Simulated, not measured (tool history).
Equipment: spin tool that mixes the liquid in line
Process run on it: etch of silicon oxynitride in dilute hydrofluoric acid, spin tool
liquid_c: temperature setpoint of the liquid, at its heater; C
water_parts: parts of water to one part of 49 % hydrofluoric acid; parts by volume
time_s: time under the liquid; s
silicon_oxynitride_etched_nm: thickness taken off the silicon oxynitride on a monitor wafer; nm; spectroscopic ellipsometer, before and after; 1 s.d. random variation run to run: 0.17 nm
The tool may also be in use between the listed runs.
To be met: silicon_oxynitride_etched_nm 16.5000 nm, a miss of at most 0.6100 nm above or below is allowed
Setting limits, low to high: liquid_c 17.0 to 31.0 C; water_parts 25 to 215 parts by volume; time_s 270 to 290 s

{"run": 1, "hour": 0.0, "liquid_c": 23.0, "water_parts": 120, "time_s": 270, "silicon_oxynitride_etched_nm": 4.2482}
{"run": 2, "hour": 4.9, "liquid_c": 23.0, "water_parts": 120, "time_s": 290, "silicon_oxynitride_etched_nm": 4.5326}
{"run": 3, "hour": 7.9, "liquid_c": 24.0, "water_parts": 110, "time_s": 290, "silicon_oxynitride_etched_nm": 5.3398}
{"run": 4, "hour": 9.2, "liquid_c": 24.0, "water_parts": 125, "time_s": 290, "silicon_oxynitride_etched_nm": 4.5978}
{"run": 5, "hour": 10.1, "liquid_c": 24.0, "water_parts": 125, "time_s": 270, "silicon_oxynitride_etched_nm": 4.3688}
{"run": 6, "hour": 18.1, "liquid_c": 20.5, "water_parts": 125, "time_s": 270, "silicon_oxynitride_etched_nm": 3.6126}
{"run": 7, "hour": 19.8, "liquid_c": 24.5, "water_parts": 75, "time_s": 285, "silicon_oxynitride_etched_nm": 7.9903}
{"run": 8, "hour": 24.1, "liquid_c": 25.0, "water_parts": 70, "time_s": 285, "silicon_oxynitride_etched_nm": 8.7727}
{"run": 9, "hour": 28.1, "liquid_c": 25.5, "water_parts": 65, "time_s": 285, "silicon_oxynitride_etched_nm": 9.7065}
{"run": 10, "hour": 31.8, "liquid_c": 26.0, "water_parts": 65, "time_s": 285, "silicon_oxynitride_etched_nm": 10.018}
{"run": 11, "hour": 32.4, "liquid_c": 26.5, "water_parts": 65, "time_s": 285, "silicon_oxynitride_etched_nm": 10.228}
{"run": 12, "hour": 37.8, "liquid_c": 26.5, "water_parts": 65, "time_s": 285, "silicon_oxynitride_etched_nm": 10.281}
{"run": 13, "hour": 40.4, "liquid_c": 27.0, "water_parts": 65, "time_s": 285, "silicon_oxynitride_etched_nm": 10.427}
{"run": 14, "hour": 48.5, "liquid_c": 31.0, "water_parts": 25, "time_s": 285, "silicon_oxynitride_etched_nm": 34.251}
{"run": 15, "hour": 56.7, "liquid_c": 30.5, "water_parts": 25, "time_s": 285, "silicon_oxynitride_etched_nm": 33.651}
{"run": 16, "hour": 65.0, "liquid_c": 30.0, "water_parts": 25, "time_s": 285, "silicon_oxynitride_etched_nm": 32.441}
{"run": 17, "hour": 70.2, "liquid_c": 26.0, "water_parts": 35, "time_s": 285, "silicon_oxynitride_etched_nm": 18.899}
{"run": 18, "hour": 73.9, "liquid_c": 26.0, "water_parts": 35, "time_s": 285, "silicon_oxynitride_etched_nm": 19.174}
{"run": 19, "hour": 80.7, "liquid_c": 25.5, "water_parts": 35, "time_s": 285, "silicon_oxynitride_etched_nm": 18.469}
{"run": 20, "hour": 81.4, "liquid_c": 25.5, "water_parts": 35, "time_s": 285, "silicon_oxynitride_etched_nm": 18.237}
{"run": 21, "hour": 84.8, "liquid_c": 24.5, "water_parts": 35, "time_s": 285, "silicon_oxynitride_etched_nm": 17.844}
{"run": 22, "hour": 89.3, "liquid_c": 24.5, "water_parts": 35, "time_s": 285, "silicon_oxynitride_etched_nm": 17.89}

Which of these 4 next moves meets every target?
{"run": "A", "hour": 93.8, "liquid_c": 23.0, "water_parts": 30, "time_s": 285, "silicon_oxynitride_etched_nm": "?"}
{"run": "B", "hour": 93.8, "liquid_c": 20.0, "water_parts": 25, "time_s": 270, "silicon_oxynitride_etched_nm": "?"}
{"run": "C", "hour": 93.8, "liquid_c": 25.5, "water_parts": 40, "time_s": 290, "silicon_oxynitride_etched_nm": "?"}
{"run": "D", "hour": 93.8, "liquid_c": 27.0, "water_parts": 45, "time_s": 285, "silicon_oxynitride_etched_nm": "?"}

move=A silicon_oxynitride_etched_nm=19.1040
move=B silicon_oxynitride_etched_nm=18.7120
move=C silicon_oxynitride_etched_nm=16.3700
move=D silicon_oxynitride_etched_nm=15.3070
A: misses by more than the last run did
B: misses by more than the last run did
C: all results in spec
D: takes the biggest miss from the last run beyond its target
The move that meets every target is C.

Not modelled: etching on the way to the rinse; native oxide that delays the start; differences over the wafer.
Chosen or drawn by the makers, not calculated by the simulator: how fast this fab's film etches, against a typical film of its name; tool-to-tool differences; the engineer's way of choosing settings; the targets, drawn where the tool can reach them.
